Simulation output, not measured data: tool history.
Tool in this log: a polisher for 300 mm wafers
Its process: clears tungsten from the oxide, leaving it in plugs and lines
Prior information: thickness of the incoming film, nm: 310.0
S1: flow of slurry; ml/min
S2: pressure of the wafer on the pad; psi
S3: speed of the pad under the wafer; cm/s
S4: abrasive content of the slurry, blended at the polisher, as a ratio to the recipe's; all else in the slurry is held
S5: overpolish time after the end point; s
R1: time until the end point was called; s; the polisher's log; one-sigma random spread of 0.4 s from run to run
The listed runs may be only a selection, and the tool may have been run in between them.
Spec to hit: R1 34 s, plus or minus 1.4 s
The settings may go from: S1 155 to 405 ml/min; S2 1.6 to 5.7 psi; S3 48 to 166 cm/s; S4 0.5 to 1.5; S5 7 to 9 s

run,hour,S1,S2,S3,S4,S5,R1
1,0,260,3.6,106,1,9,58.71
2,6.1,260,3.1,106,1,9,67.906
3,11.1,285,3.1,106,1,9,67.125
4,19.7,255,3.1,106,1,9,67.47
5,21.5,220,3.1,106,1,9,68.862
6,30.2,220,2.5,106,1,9,84.375
7,32.8,220,3.5,110,1,9,60.744
8,41.6,225,3.7,110,1,9,55.872
9,43.2,225,3.7,110,1,9,56.024
10,49.2,225,3.9,110,1,9,53.481
11,52.4,225,3.9,110,1,9,53.298
12,58.9,225,4,110,1,9,53.646
13,61.3,230,4.2,110,1,9,50.442
14,68.9,230,4.2,110,1,9,50.3
15,70.3,230,4.3,110,1,9,48.4

Which one of the following 4 next-run settings gets every result inside its allowed miss? There is exactly one.
A,71.7,155,3.9,82,1,9,?
B,71.7,205,4.4,84,1.05,9,?
C,71.7,225,5.1,146,0.95,8,?
D,71.7,170,5.3,154,1.25,9,?

move,R1
A,65.726
B,55.551
C,34.25
D,30.527
A: the biggest miss grows against the last run
B: the biggest miss grows against the last run
C: every result lands within tolerance
D: carries the result that was furthest off beyond its target, to the other side
C is the move that brings every result within its allowed miss.
